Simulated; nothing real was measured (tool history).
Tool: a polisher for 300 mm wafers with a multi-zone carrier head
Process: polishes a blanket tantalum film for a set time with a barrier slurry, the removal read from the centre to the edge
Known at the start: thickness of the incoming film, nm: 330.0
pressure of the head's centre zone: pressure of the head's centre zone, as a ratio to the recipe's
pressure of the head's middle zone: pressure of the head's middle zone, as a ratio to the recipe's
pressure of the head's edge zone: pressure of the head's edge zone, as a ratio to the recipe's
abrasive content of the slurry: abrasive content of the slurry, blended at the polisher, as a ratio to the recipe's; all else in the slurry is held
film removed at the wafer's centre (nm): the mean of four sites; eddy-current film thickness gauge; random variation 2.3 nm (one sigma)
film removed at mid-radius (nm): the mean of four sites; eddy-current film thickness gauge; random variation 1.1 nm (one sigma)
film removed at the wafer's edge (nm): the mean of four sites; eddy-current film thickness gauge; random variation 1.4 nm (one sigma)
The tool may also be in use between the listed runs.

run  hour  flow of slurry (ml/min)  pressure of the head's centre zone  pressure of the head's middle zone  pressure of the head's edge zone  abrasive content of the slurry  polishing time (s)  film removed at the wafer's centre (nm)  film removed at mid-radius (nm)  film removed at the wafer's edge (nm)
  1     0                      220                                   1                                   1                                 1                               1                  82                                   136.11                           131.87                                 129.19
  2   2.4                      260                                   1                                   1                                 1                               1                  82                                   133.19                           135.56                                 127.28
  3   7.7                      260                                   1                                   1                                 1                            0.85                  82                                   129.22                           126.17                                 120.74
  4  16.6                      260                                   1                                   1                                 1                            0.85                  66                                   103.45                           101.27                                 97.634
  5  21.6                      260                                   1                                   1                              1.04                            0.85                  66                                   102.59                           102.01                                 100.51
  6  28.3                      250                                1.05                                1.05                              1.06                            1.05                  69                                   120.56                           119.64                                 113.25
  7    29                      245                                1.07                                1.09                              1.08                             1.2                  71                                   132.67                           133.59                                 121.47

Forecast run 8:
  8  33.2                      240                                1.08                                1.11                               1.1                             1.3                  73                                        ?                                ?                                      ?

Run 8 gave film removed at the wafer's centre (nm) 138.43, film removed at mid-radius (nm) 139.24, film removed at the wafer's edge (nm) 130.9.
